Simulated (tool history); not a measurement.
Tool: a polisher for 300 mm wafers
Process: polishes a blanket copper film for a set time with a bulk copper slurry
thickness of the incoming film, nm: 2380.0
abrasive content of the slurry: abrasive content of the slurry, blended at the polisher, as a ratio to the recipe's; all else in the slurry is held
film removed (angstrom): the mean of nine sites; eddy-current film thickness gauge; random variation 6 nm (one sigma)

run	hour	flow of slurry (ml/min)	pressure of the wafer on the pad (kPa)	speed of the pad under the wafer (m/s)	abrasive content of the slurry	polishing time (s)	film removed (angstrom)
1	0	290	13.1	1.34	1	57	4902.6
2	4.7	290	14.5	1.34	1	57	5208.7
3	10.4	290	16.5	1.34	1	57	5789.5
4	15.4	290	17.2	1.34	1	57	5933.6
5	21.9	220	17.2	1.34	1	57	5639.5
6	30.8	220	17.2	1.34	1	51	5059.8
# hour 37.3: slurry blender recalibrated
7	37.3	265	17.9	1.34	1	51	5743.2
8	46	295	17.9	1.34	1	51	5925.8
9	49.3	320	17.9	1.34	1	51	5937.9
10	52.3	340	18.6	1.34	1	51	6252.8

Run 11 comes next. What will it give?
11	60.2	355	18.6	1.34	1	51	?

Run 11 gave film removed (angstrom) 6237.9.
